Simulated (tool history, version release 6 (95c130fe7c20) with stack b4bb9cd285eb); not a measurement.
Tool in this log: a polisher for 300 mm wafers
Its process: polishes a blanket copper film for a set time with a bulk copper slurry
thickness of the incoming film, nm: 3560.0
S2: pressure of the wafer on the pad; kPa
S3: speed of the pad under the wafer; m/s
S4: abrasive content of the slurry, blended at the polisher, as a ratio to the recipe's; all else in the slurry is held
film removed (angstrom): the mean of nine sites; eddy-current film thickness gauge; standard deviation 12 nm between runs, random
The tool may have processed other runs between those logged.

Run 1, hour 0.0: flow of slurry (ml/min) 280, S2 16.5 kPa, S3 1.02 m/s, S4 1.00, polishing time (s) 106. Result: film removed (angstrom) 7236.7.
Run 2, hour 8.1: flow of slurry (ml/min) 280, S2 16.5 kPa, S3 1.16 m/s, S4 1.00, polishing time (s) 106. Result: film removed (angstrom) 8066.0.
Run 3, hour 14.5: flow of slurry (ml/min) 255, S2 16.5 kPa, S3 1.16 m/s, S4 1.00, polishing time (s) 106. Result: film removed (angstrom) 8064.4.
Run 4, hour 18.2: flow of slurry (ml/min) 255, S2 18.6 kPa, S3 1.16 m/s, S4 1.00, polishing time (s) 106. Result: film removed (angstrom) 8928.8.
Run 5, hour 19.9: flow of slurry (ml/min) 255, S2 18.6 kPa, S3 1.16 m/s, S4 1.15, polishing time (s) 106. Result: film removed (angstrom) 9313.4.
Run 6, hour 24.8: flow of slurry (ml/min) 260, S2 20.0 kPa, S3 1.16 m/s, S4 1.15, polishing time (s) 106. Result: film removed (angstrom) 10016.0.
Run 7, hour 29.2: flow of slurry (ml/min) 265, S2 21.4 kPa, S3 1.16 m/s, S4 1.15, polishing time (s) 106. Result: film removed (angstrom) 10712.0.

Run 8 comes next. What will it give?
Run 8, hour 36.8: flow of slurry (ml/min) 265, S2 22.8 kPa, S3 1.16 m/s, S4 1.15, polishing time (s) 106. Result: film removed (angstrom) ?.

Run 8 produced film removed (angstrom) 11380.0.

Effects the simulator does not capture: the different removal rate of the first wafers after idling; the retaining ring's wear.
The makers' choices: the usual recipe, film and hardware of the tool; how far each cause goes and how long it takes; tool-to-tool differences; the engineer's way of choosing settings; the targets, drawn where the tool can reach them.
